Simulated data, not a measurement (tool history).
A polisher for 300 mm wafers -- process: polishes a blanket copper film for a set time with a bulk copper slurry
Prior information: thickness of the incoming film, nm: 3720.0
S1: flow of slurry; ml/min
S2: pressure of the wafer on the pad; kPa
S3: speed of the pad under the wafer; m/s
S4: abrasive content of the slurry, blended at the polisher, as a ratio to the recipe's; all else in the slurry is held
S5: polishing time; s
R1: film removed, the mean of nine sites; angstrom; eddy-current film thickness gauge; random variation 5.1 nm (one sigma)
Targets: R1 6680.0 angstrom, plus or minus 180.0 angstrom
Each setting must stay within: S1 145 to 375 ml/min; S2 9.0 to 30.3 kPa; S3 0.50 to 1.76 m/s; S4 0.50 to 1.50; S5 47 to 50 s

run  hour   S1    S2    S3    S4  S5      R1
  1   0.0  240  19.3  1.12  1.00  47  3720.9
  2   5.8  180  19.3  1.12  1.00  47  3571.8
  3   8.5  180  19.3  1.38  1.00  47  4223.6
  4  11.2  180  22.8  1.38  1.00  47  5004.1
  5  19.0  190  23.4  1.38  1.00  47  5153.9
  6  24.8  145  23.4  1.38  1.00  47  4798.9
  7  33.4  165  23.4  1.38  1.00  47  5017.3
  8  41.7  185  23.4  1.38  1.00  47  5066.9
  9  42.9  200  24.1  1.38  1.00  47  5362.9
     45.8  -- slurry blender recalibrated
 10  45.8  215  24.1  1.38  1.00  47  5720.7
 11  51.5  225  24.1  1.38  1.00  47  5818.6
 12  58.6  230  24.1  1.38  1.00  47  5794.1
 13  65.9  240  24.1  1.38  1.00  47  5801.1
 14  73.5  250  26.9  1.38  1.00  47  6480.8
 15  78.7  260  26.9  1.38  1.00  47  6433.8

Pick the move, out of 5, that brings all results within their allowed miss; only one does.
  A  83.9  335  28.3  1.24  0.95  47   ?
  B  83.9  265  24.8  1.34  1.25  47   ?
  C  83.9  255  28.3  1.24  1.00  50   ?
  D  83.9  275  26.2  1.34  0.95  47   ?
  E  83.9  225  29.6  1.12  1.05  49   ?

move      R1
   A  6367.7
   B  6252.5
   C  6671.9
   D  6211.0
   E  6262.3
A: moves away from the targets compared with the last run
B: moves away from the targets compared with the last run
C: every result lands within tolerance
D: moves away from the targets compared with the last run
E: moves away from the targets compared with the last run
Correct choice: C, which meets every target
